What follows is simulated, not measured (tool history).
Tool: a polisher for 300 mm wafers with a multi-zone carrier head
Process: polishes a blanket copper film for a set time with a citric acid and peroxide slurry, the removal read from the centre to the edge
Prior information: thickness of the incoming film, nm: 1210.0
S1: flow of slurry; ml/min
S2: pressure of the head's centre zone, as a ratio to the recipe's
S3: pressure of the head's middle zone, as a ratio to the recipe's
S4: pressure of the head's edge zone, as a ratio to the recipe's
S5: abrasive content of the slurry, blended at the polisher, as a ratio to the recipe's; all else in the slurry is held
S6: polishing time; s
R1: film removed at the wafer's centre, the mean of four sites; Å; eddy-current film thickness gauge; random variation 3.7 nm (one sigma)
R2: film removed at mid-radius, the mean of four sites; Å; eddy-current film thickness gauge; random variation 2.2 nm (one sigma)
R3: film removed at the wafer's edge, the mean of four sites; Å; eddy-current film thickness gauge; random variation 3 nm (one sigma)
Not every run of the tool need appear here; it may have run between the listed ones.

{"run": 1, "hour": 0.0, "S1": 195, "S2": 1, "S3": 1, "S4": 1, "S5": 1, "S6": 86, "R1": 1579.5, "R2": 1629, "R3": 1620.3}
{"run": 2, "hour": 3.0, "S1": 195, "S2": 1, "S3": 1.03, "S4": 1, "S5": 1, "S6": 86, "R1": 1570.8, "R2": 1698.2, "R3": 1624.1}
{"run": 3, "hour": 5.5, "S1": 195, "S2": 1, "S3": 0.95, "S4": 1, "S5": 1, "S6": 86, "R1": 1578.6, "R2": 1574.3, "R3": 1644.9}
{"run": 4, "hour": 8.8, "S1": 235, "S2": 1, "S3": 0.95, "S4": 1, "S5": 1, "S6": 86, "R1": 1550.2, "R2": 1598.2, "R3": 1633.8}
{"run": 5, "hour": 16.5, "S1": 230, "S2": 1.04, "S3": 0.98, "S4": 1, "S5": 1.1, "S6": 90, "R1": 1804.7, "R2": 1779.5, "R3": 1787.1}
{"run": 6, "hour": 18.4, "S1": 230, "S2": 1.06, "S3": 1.02, "S4": 1.01, "S5": 1.2, "S6": 91, "R1": 1878.8, "R2": 1877.9, "R3": 1860.7}

Run 7, settings as shown, results not yet in. Your forecast:
{"run": 7, "hour": 26.2, "S1": 230, "S2": 1.09, "S3": 1.05, "S4": 1, "S5": 1.25, "S6": 93, "R1": "?", "R2": "?", "R3": "?"}

{"run 7": {"R1": 1981.1, "R2": 1960.7, "R3": 1843.4}}

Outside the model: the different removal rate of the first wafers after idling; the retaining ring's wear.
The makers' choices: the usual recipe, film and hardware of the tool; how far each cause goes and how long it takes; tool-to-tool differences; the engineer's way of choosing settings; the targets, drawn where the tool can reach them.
